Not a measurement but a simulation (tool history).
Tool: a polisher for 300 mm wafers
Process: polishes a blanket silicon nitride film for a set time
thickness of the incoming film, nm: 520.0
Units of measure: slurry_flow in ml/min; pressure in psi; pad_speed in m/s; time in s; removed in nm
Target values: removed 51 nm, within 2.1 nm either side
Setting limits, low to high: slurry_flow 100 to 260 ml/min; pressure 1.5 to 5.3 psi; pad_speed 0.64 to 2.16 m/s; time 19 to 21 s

Run 1, hour 0: slurry_flow 165 ml/min, pressure 3.4 psi, pad_speed 1.4 m/s, time 21 s. Result: removed 37.206 nm.
Run 2, hour 2.4: slurry_flow 165 ml/min, pressure 2.9 psi, pad_speed 1.4 m/s, time 21 s. Result: removed 31.536 nm.
Run 3, hour 3.1: slurry_flow 125 ml/min, pressure 2.9 psi, pad_speed 1.4 m/s, time 21 s. Result: removed 30.33 nm.
Run 4, hour 4.7: slurry_flow 125 ml/min, pressure 2.9 psi, pad_speed 1.4 m/s, time 21 s. Result: removed 30.411 nm.
Run 5, hour 7.6: slurry_flow 125 ml/min, pressure 2.9 psi, pad_speed 1.4 m/s, time 21 s. Result: removed 31.071 nm.
Run 6, hour 14.2: slurry_flow 125 ml/min, pressure 2.9 psi, pad_speed 1.62 m/s, time 21 s. Result: removed 34.612 nm.
Run 7, hour 22: slurry_flow 125 ml/min, pressure 3.1 psi, pad_speed 1.62 m/s, time 21 s. Result: removed 37.068 nm.
Run 8, hour 24.1: slurry_flow 125 ml/min, pressure 3.3 psi, pad_speed 1.62 m/s, time 21 s. Result: removed 38.597 nm.
Run 9, hour 26.5: slurry_flow 130 ml/min, pressure 3.5 psi, pad_speed 1.62 m/s, time 21 s. Result: removed 41.655 nm.
At hour 35.4: head pressure recalibrated.
Run 10, hour 35.4: slurry_flow 135 ml/min, pressure 3.6 psi, pad_speed 1.62 m/s, time 21 s. Result: removed 44.875 nm.
Run 11, hour 43.8: slurry_flow 135 ml/min, pressure 3.7 psi, pad_speed 1.62 m/s, time 21 s. Result: removed 46.438 nm.
Run 12, hour 50.2: slurry_flow 140 ml/min, pressure 3.8 psi, pad_speed 1.62 m/s, time 21 s. Result: removed 46.674 nm.
Run 13, hour 56.4: slurry_flow 140 ml/min, pressure 3.8 psi, pad_speed 1.62 m/s, time 21 s. Result: removed 47.808 nm.

5 next moves are on the table. One of them brings every result within its allowed miss. Which?
Run A, hour 62.6: slurry_flow 100 ml/min, pressure 3.8 psi, pad_speed 1.72 m/s, time 21 s. Result: removed ?.
Run B, hour 62.6: slurry_flow 140 ml/min, pressure 3.8 psi, pad_speed 1.76 m/s, time 21 s. Result: removed ?.
Run C, hour 62.6: slurry_flow 140 ml/min, pressure 3.9 psi, pad_speed 1.66 m/s, time 19 s. Result: removed ?.
Run D, hour 62.6: slurry_flow 165 ml/min, pressure 3.5 psi, pad_speed 1.72 m/s, time 19 s. Result: removed ?.
Run E, hour 62.6: slurry_flow 105 ml/min, pressure 3.8 psi, pad_speed 1.7 m/s, time 21 s. Result: removed ?.

move  removed
   A    46.36
   B   50.751
   C   44.933
   D   42.954
   E   46.486
A: moves away from the targets compared with the last run
B: every result within its allowed miss
C: moves away from the targets compared with the last run
D: moves away from the targets compared with the last run
E: moves away from the targets compared with the last run
So the answer is move B, the one that meets all the targets.

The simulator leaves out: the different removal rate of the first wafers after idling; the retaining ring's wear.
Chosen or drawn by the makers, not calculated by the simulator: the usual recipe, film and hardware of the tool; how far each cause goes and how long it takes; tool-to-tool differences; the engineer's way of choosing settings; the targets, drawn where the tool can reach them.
